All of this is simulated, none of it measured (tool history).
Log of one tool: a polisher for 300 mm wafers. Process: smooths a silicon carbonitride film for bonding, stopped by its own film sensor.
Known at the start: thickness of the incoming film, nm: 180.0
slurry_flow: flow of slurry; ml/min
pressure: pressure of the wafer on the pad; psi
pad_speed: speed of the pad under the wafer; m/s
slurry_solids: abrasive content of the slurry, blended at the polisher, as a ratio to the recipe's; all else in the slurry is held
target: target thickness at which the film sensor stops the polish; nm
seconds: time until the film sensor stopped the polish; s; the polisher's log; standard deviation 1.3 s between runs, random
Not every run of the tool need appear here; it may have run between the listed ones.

Run 1, hour 0: slurry_flow 310 ml/min, pressure 2.1 psi, pad_speed 0.78 m/s, slurry_solids 1, target 148 nm. Result: seconds 148.8 s.
Run 2, hour 3.2: slurry_flow 310 ml/min, pressure 2.1 psi, pad_speed 0.78 m/s, slurry_solids 0.9, target 148 nm. Result: seconds 151.73 s.
Run 3, hour 4.6: slurry_flow 310 ml/min, pressure 2.2 psi, pad_speed 0.78 m/s, slurry_solids 0.9, target 148 nm. Result: seconds 146.38 s.
Run 4, hour 12.9: slurry_flow 310 ml/min, pressure 2.2 psi, pad_speed 0.78 m/s, slurry_solids 0.75, target 148 nm. Result: seconds 152.86 s.
Run 5, hour 14.5: slurry_flow 375 ml/min, pressure 2.2 psi, pad_speed 0.78 m/s, slurry_solids 0.75, target 148 nm. Result: seconds 153.81 s.
Run 6, hour 17.1: slurry_flow 375 ml/min, pressure 2.2 psi, pad_speed 0.78 m/s, slurry_solids 0.55, target 148 nm. Result: seconds 173.71 s.
Run 7, hour 19.9: slurry_flow 375 ml/min, pressure 2.2 psi, pad_speed 0.78 m/s, slurry_solids 0.55, target 148 nm. Result: seconds 176.44 s.
Run 8, hour 22.8: slurry_flow 375 ml/min, pressure 2.2 psi, pad_speed 0.78 m/s, slurry_solids 0.55, target 148 nm. Result: seconds 171.61 s.
Run 9, hour 28.8: slurry_flow 375 ml/min, pressure 2.4 psi, pad_speed 0.78 m/s, slurry_solids 0.55, target 148 nm. Result: seconds 165.54 s.
Run 10, hour 33.5: slurry_flow 375 ml/min, pressure 2.5 psi, pad_speed 0.82 m/s, slurry_solids 0.55, target 148 nm. Result: seconds 152 s.

For run 11, what comes out?
Run 11, hour 41.5: slurry_flow 375 ml/min, pressure 2.6 psi, pad_speed 0.86 m/s, slurry_solids 0.55, target 148 nm. Result: seconds ?.

For run 11 the tool returned seconds 144.47 s.
